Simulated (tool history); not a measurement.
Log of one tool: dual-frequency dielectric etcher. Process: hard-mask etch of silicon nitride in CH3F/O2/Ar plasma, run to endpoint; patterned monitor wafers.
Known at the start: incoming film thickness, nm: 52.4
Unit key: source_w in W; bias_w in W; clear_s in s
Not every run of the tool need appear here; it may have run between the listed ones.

{"run": 1, "hour": 0.0, "source_w": 460, "bias_w": 63, "clear_s": 73.798}
{"run": 2, "hour": 5.9, "source_w": 480, "bias_w": 63, "clear_s": 72.412}
{"run": 3, "hour": 8.5, "source_w": 480, "bias_w": 56, "clear_s": 75.332}
{"run": 4, "hour": 10.5, "source_w": 500, "bias_w": 56, "clear_s": 73.466}
{"run": 5, "hour": 14.1, "source_w": 510, "bias_w": 56, "clear_s": 73.007}
{"run": 6, "hour": 21.4, "source_w": 480, "bias_w": 56, "clear_s": 75.503}
{"run": 7, "hour": 29.7, "source_w": 480, "bias_w": 56, "clear_s": 75.025}
{"run": 8, "hour": 37.2, "source_w": 500, "bias_w": 56, "clear_s": 73.649}
{"run": 9, "hour": 37.9, "source_w": 510, "bias_w": 56, "clear_s": 72.958}
{"run": 10, "hour": 39.5, "source_w": 520, "bias_w": 56, "clear_s": 72.4}

Run 11, settings as shown, results not yet in. Your forecast:
{"run": 11, "hour": 40.2, "source_w": 530, "bias_w": 56, "clear_s": "?"}

{"run 11": {"clear_s": 72.149}}

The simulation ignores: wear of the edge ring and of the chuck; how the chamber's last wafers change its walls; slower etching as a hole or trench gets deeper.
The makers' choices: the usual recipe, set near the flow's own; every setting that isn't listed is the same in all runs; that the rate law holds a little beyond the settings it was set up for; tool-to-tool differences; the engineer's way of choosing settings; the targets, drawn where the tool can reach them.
